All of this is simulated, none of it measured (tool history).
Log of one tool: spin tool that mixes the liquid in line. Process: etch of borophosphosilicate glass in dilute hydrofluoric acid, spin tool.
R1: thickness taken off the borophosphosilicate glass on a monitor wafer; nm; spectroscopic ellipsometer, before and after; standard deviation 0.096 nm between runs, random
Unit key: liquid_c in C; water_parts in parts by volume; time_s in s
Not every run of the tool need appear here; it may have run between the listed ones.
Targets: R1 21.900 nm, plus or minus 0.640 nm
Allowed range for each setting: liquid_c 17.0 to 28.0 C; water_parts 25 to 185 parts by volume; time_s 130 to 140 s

run 1 hour=0.0 | liquid_c=20.0 water_parts=105 time_s=130 | R1=30.765
run 2 hour=7.7 | liquid_c=20.0 water_parts=125 time_s=130 | R1=25.485
run 3 hour=15.9 | liquid_c=20.0 water_parts=125 time_s=130 | R1=25.566
run 4 hour=23.9 | liquid_c=19.5 water_parts=125 time_s=130 | R1=24.974
run 5 hour=25.7 | liquid_c=19.0 water_parts=125 time_s=130 | R1=24.531
run 6 hour=28.9 | liquid_c=19.0 water_parts=125 time_s=140 | R1=26.280
run 7 hour=32.7 | liquid_c=18.5 water_parts=125 time_s=140 | R1=25.870
run 8 hour=35.7 | liquid_c=18.0 water_parts=125 time_s=140 | R1=25.123
run 9 hour=40.4 | liquid_c=17.5 water_parts=130 time_s=140 | R1=23.869

Pick the move, out of 4, that brings all results within their allowed miss; only one does.
run A hour=45.1 | liquid_c=17.5 water_parts=110 time_s=130 | R1=?
run B hour=45.1 | liquid_c=18.0 water_parts=150 time_s=135 | R1=?
run C hour=45.1 | liquid_c=17.5 water_parts=135 time_s=135 | R1=?
run D hour=45.1 | liquid_c=17.0 water_parts=135 time_s=130 | R1=?

move=A R1=26.452
move=B R1=19.746
move=C R1=21.820
move=D R1=20.583
A: lands further from the targets than the last run did
B: the result that was furthest off in the last run now lies on the other side of its target
C: all results land within tolerance of their targets
D: the result that was furthest off in the last run now lies on the other side of its target
Correct choice: C, which meets every target

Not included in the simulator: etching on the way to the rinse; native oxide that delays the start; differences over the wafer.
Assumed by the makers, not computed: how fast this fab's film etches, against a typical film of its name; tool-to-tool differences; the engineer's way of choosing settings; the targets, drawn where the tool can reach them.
